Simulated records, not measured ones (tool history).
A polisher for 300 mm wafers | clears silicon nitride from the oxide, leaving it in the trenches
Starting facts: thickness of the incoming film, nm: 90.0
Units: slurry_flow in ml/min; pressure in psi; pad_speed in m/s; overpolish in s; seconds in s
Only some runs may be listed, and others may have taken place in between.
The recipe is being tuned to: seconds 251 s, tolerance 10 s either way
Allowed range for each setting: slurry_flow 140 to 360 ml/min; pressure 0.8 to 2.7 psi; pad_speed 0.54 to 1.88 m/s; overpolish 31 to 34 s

run  hour  slurry_flow  pressure  pad_speed  overpolish  seconds
  1     0          230       1.7        1.2          31   124.38
  2     7          230       1.4       1.14          31   157.11
  3   9.6          230       1.7       1.14          31   135.01
  4  10.6          230       1.4       1.08          31   169.22
  5  11.9          230       1.2       1.06          31   188.63
  6  17.9          230       1.2       1.06          34    187.6
  7  22.2          225       0.8       0.98          34   267.89
  8  27.6          230       0.8       0.98          34   269.78

Exercise: of the 4 proposed moves below, exactly one satisfies all targets within the stated allowed misses. Which move is it?
  A    33          340       0.9       1.02          34        ?
  B    33          235       1.2       0.88          34        ?
  C    33          220       0.8       1.06          34        ?
  D    33          215       0.8       0.88          34        ?

move  seconds
   A   232.58
   B    226.4
   C   254.14
   D   304.97
A: moves the result that the last run missed by most past its target, out the other side
B: moves the result that the last run missed by most past its target, out the other side
C: all results in spec
D: moves away from the targets compared with the last run
So the answer is move C, the one that meets all the targets.
